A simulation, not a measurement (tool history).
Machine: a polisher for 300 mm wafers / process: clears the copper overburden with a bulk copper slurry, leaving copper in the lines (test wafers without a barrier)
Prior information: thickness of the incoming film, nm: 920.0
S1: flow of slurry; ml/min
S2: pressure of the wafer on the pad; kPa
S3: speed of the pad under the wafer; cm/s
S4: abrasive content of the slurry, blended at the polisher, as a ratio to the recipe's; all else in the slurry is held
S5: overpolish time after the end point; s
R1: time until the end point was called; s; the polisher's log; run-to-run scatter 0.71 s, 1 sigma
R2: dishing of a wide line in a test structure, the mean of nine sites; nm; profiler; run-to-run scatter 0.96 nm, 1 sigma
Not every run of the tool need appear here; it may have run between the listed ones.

run 1 hour=0 | S1=160 S2=16.5 S3=120 S4=1 S5=14 | R1=94.831 R2=67.607
run 2 hour=7 | S1=165 S2=15.9 S3=130 S4=1 S5=12 | R1=90.023 R2=61.609
run 3 hour=13.8 | S1=180 S2=15.2 S3=140 S4=1 S5=11 | R1=85.586 R2=62.374
run 4 hour=18.9 | S1=165 S2=15.2 S3=146 S4=1.05 S5=10 | R1=83.755 R2=61.306
run 5 hour=27.8 | S1=165 S2=15.2 S3=146 S4=1.05 S5=12 | R1=81.946 R2=67.546
run 6 hour=35.5 | S1=165 S2=15.2 S3=146 S4=1.05 S5=17 | R1=83.358 R2=77.395
run 7 hour=42.9 | S1=210 S2=11 S3=180 S4=1.3 S5=11 | R1=80.926 R2=61.559

Predict the results of run 8:
run 8 hour=50.8 | S1=215 S2=11 S3=182 S4=1.35 S5=10 | R1=? R2=?

Run 8 measured R1 80.15 s, R2 60.423 nm.
